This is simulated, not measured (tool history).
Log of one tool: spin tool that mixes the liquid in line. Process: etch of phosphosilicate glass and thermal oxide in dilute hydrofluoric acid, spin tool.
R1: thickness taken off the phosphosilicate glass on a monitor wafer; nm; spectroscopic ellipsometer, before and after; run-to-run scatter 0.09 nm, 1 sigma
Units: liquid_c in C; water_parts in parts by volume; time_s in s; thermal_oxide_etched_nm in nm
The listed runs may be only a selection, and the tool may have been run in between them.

{"run": 1, "hour": 0.0, "liquid_c": 21.0, "water_parts": 160, "time_s": 30, "R1": 15.873, "thermal_oxide_etched_nm": 0.86704}
{"run": 2, "hour": 1.8, "liquid_c": 18.0, "water_parts": 160, "time_s": 30, "R1": 14.085, "thermal_oxide_etched_nm": 0.77394}
{"run": 3, "hour": 10.6, "liquid_c": 17.5, "water_parts": 165, "time_s": 30, "R1": 13.416, "thermal_oxide_etched_nm": 0.71232}
{"run": 4, "hour": 18.7, "liquid_c": 17.5, "water_parts": 135, "time_s": 30, "R1": 16.829, "thermal_oxide_etched_nm": 0.86403}
{"run": 5, "hour": 22.2, "liquid_c": 17.0, "water_parts": 135, "time_s": 30, "R1": 16.663, "thermal_oxide_etched_nm": 0.83332}
{"run": 6, "hour": 28.6, "liquid_c": 17.0, "water_parts": 110, "time_s": 30, "R1": 20.809, "thermal_oxide_etched_nm": 1.0477}
{"run": 7, "hour": 36.6, "liquid_c": 17.0, "water_parts": 125, "time_s": 30, "R1": 18.054, "thermal_oxide_etched_nm": 0.93503}
{"run": 8, "hour": 44.9, "liquid_c": 17.0, "water_parts": 135, "time_s": 30, "R1": 16.672, "thermal_oxide_etched_nm": 0.83589}

What will run 9 give?
{"hour": 52.4, "done": "thermometer replaced"}
{"run": 9, "hour": 52.4, "liquid_c": 17.0, "water_parts": 145, "time_s": 30, "R1": "?", "thermal_oxide_etched_nm": "?"}

{"run 9": {"R1": 13.945, "thermal_oxide_etched_nm": 0.75612}}
